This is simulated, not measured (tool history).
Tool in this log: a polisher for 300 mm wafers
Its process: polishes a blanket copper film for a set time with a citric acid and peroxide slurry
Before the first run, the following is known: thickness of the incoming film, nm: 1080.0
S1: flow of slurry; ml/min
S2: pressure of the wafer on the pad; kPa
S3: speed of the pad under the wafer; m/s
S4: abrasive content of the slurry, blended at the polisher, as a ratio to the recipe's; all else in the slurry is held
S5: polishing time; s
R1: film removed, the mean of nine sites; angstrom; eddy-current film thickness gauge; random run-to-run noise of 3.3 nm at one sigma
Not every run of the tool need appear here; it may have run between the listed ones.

| run | hour | S1 | S2 | S3 | S4 | S5 | R1 |
|---|---|---|---|---|---|---|---|
| 1 | 0 | 255 | 25.5 | 1.14 | 1 | 116 | 4221.6 |
| 2 | 5.1 | 255 | 24.1 | 1.14 | 1 | 116 | 3923.7 |
| 3 | 11.8 | 255 | 23.4 | 1.14 | 1 | 116 | 3799.4 |
| 4 | 18.5 | 255 | 23.4 | 1.14 | 1.1 | 116 | 3947.6 |
|  | 26.6 | worn pad replaced by a new one |
| 5 | 26.6 | 255 | 22.8 | 1.14 | 1.1 | 116 | 4003.8 |
| 6 | 30.7 | 255 | 22.8 | 1.14 | 1.1 | 121 | 4192.3 |

Run 7 is up next; what results do you expect?
| 7 | 38.8 | 255 | 15.9 | 1.12 | 1.1 | 121 | ? |

R1: 2921.7 angstrom
